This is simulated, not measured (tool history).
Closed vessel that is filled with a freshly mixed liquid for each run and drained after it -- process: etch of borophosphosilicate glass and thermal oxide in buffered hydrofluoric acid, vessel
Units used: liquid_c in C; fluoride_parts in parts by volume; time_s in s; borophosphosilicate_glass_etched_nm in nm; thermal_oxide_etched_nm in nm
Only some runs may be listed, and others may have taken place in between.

run,hour,liquid_c,fluoride_parts,time_s,borophosphosilicate_glass_etched_nm,thermal_oxide_etched_nm
1,0.0,22.0,7.0,60,119.630,88.250
2,6.4,24.5,7.0,60,138.910,101.260
3,13.2,24.5,5.5,60,169.930,124.480
4,14.9,24.5,5.0,60,186.210,135.010
5,16.6,22.5,6.0,60,143.280,103.380
6,18.6,24.5,6.0,60,157.880,116.230
7,25.2,22.5,7.0,60,124.920,90.642
8,31.2,21.0,8.0,60,97.030,72.658
9,36.6,20.0,8.5,60,87.380,63.964
10,39.8,19.5,9.0,60,79.692,58.402

What will run 11 give?
11,41.7,19.0,9.5,60,?,?

{"run 11": {"borophosphosilicate_glass_etched_nm": 75.246, "thermal_oxide_etched_nm": 55.204}}
